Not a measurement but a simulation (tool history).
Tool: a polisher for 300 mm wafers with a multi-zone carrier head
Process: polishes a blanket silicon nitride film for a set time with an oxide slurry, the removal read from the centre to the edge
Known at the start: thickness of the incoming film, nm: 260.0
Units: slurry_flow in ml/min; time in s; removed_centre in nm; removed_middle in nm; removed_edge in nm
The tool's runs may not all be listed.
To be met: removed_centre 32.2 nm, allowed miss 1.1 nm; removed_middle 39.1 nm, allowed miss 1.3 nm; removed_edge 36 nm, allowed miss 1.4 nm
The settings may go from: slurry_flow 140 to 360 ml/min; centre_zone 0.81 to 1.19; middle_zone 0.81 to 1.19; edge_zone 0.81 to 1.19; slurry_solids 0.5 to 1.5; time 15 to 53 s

{"run": 1, "hour": 0.0, "slurry_flow": 230, "centre_zone": 1, "middle_zone": 1, "edge_zone": 1, "slurry_solids": 1, "time": 34, "removed_centre": 23.98, "removed_middle": 24.427, "removed_edge": 24.106}
{"run": 2, "hour": 8.5, "slurry_flow": 235, "centre_zone": 0.99, "middle_zone": 1.03, "edge_zone": 1.03, "slurry_solids": 1.1, "time": 35, "removed_centre": 25.89, "removed_middle": 27.117, "removed_edge": 26.012}
{"run": 3, "hour": 12.4, "slurry_flow": 275, "centre_zone": 0.99, "middle_zone": 1.03, "edge_zone": 1.03, "slurry_solids": 1.1, "time": 35, "removed_centre": 26.725, "removed_middle": 27.971, "removed_edge": 25.894}
{"run": 4, "hour": 21.3, "slurry_flow": 275, "centre_zone": 0.99, "middle_zone": 1.03, "edge_zone": 1.03, "slurry_solids": 1.1, "time": 39, "removed_centre": 29.303, "removed_middle": 30.822, "removed_edge": 29.042}
{"run": 5, "hour": 21.9, "slurry_flow": 275, "centre_zone": 0.99, "middle_zone": 1.03, "edge_zone": 1.03, "slurry_solids": 1.1, "time": 43, "removed_centre": 32.845, "removed_middle": 34.238, "removed_edge": 32.635}
{"run": 6, "hour": 29.3, "slurry_flow": 270, "centre_zone": 0.97, "middle_zone": 1.04, "edge_zone": 1.05, "slurry_solids": 1.1, "time": 43, "removed_centre": 31.985, "removed_middle": 34.767, "removed_edge": 33}
{"run": 7, "hour": 30.8, "slurry_flow": 270, "centre_zone": 0.97, "middle_zone": 1.04, "edge_zone": 1.05, "slurry_solids": 1.1, "time": 43, "removed_centre": 31.732, "removed_middle": 34.404, "removed_edge": 32.531}
{"run": 8, "hour": 31.5, "slurry_flow": 265, "centre_zone": 0.96, "middle_zone": 1.05, "edge_zone": 1.06, "slurry_solids": 1.15, "time": 43, "removed_centre": 32.662, "removed_middle": 35.327, "removed_edge": 33.282}
{"run": 9, "hour": 32.3, "slurry_flow": 300, "centre_zone": 0.87, "middle_zone": 1.13, "edge_zone": 1.16, "slurry_solids": 1.2, "time": 43, "removed_centre": 30.713, "removed_middle": 38.423, "removed_edge": 34.816}

Which of these 4 next moves meets every target?
{"run": "A", "hour": 33.1, "slurry_flow": 320, "centre_zone": 1, "middle_zone": 1.19, "edge_zone": 1.08, "slurry_solids": 1.15, "time": 40, "removed_centre": "?", "removed_middle": "?", "removed_edge": "?"}
{"run": "B", "hour": 33.1, "slurry_flow": 360, "centre_zone": 0.88, "middle_zone": 1.11, "edge_zone": 1.17, "slurry_solids": 1.15, "time": 44, "removed_centre": "?", "removed_middle": "?", "removed_edge": "?"}
{"run": "C", "hour": 33.1, "slurry_flow": 305, "centre_zone": 0.81, "middle_zone": 1.19, "edge_zone": 1.15, "slurry_solids": 1.2, "time": 42, "removed_centre": "?", "removed_middle": "?", "removed_edge": "?"}
{"run": "D", "hour": 33.1, "slurry_flow": 310, "centre_zone": 0.92, "middle_zone": 1.15, "edge_zone": 1.11, "slurry_solids": 1.2, "time": 40, "removed_centre": "?", "removed_middle": "?", "removed_edge": "?"}

move=A removed_centre=31.507 removed_middle=36.732 removed_edge=32.355
move=B removed_centre=31.861 removed_middle=38.46 removed_edge=36.888
move=C removed_centre=28.714 removed_middle=39.124 removed_edge=35.204
move=D removed_centre=30.04 removed_middle=36.219 removed_edge=33.188
A: brings the result that was furthest off to its target, and leaves another outside
B: meets every target
C: further off than the last run
D: further off than the last run
Answer: B

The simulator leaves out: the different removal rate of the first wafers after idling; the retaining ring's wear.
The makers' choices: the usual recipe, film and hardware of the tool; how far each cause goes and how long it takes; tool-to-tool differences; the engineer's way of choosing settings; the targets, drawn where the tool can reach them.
